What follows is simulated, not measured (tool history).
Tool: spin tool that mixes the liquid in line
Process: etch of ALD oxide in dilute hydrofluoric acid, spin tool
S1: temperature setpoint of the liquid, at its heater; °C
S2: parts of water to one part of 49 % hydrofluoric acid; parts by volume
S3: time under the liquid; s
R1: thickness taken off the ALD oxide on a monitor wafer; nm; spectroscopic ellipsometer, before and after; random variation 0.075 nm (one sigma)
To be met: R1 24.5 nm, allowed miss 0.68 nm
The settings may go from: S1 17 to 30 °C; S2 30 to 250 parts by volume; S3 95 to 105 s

{"run": 1, "hour": 0.0, "S1": 22, "S2": 140, "S3": 95, "R1": 16.133}
{"run": 2, "hour": 3.1, "S1": 23, "S2": 140, "S3": 95, "R1": 16.637}
{"run": 3, "hour": 5.6, "S1": 24, "S2": 135, "S3": 95, "R1": 18.181}
{"run": 4, "hour": 12.6, "S1": 24.5, "S2": 135, "S3": 95, "R1": 18.489}
{"run": 5, "hour": 19.2, "S1": 24.5, "S2": 155, "S3": 95, "R1": 15.783}
{"run": 6, "hour": 20.7, "S1": 25, "S2": 150, "S3": 95, "R1": 16.614}
{"run": 7, "hour": 27.8, "S1": 25.5, "S2": 145, "S3": 95, "R1": 17.752}
{"run": 8, "hour": 36.2, "S1": 26, "S2": 140, "S3": 95, "R1": 18.819}
{"run": 9, "hour": 39.2, "S1": 30, "S2": 120, "S3": 95, "R1": 26.131}

5 next moves are on the table. One of them brings every result within its allowed miss. Which?
{"run": "A", "hour": 42.2, "S1": 28.5, "S2": 135, "S3": 100, "R1": "?"}
{"run": "B", "hour": 42.2, "S1": 30, "S2": 125, "S3": 100, "R1": "?"}
{"run": "C", "hour": 42.2, "S1": 28, "S2": 130, "S3": 105, "R1": "?"}
{"run": "D", "hour": 42.2, "S1": 28, "S2": 125, "S3": 95, "R1": "?"}
{"run": "E", "hour": 42.2, "S1": 30, "S2": 120, "S3": 105, "R1": "?"}

move=A R1=22.652
move=B R1=26.198
move=C R1=24.402
move=D R1=23.11
move=E R1=28.85
A: takes the result that was furthest off past its target
B: as far off as the last run
C: meets every target
D: takes the result that was furthest off past its target
E: further off than the last run
Answer: C

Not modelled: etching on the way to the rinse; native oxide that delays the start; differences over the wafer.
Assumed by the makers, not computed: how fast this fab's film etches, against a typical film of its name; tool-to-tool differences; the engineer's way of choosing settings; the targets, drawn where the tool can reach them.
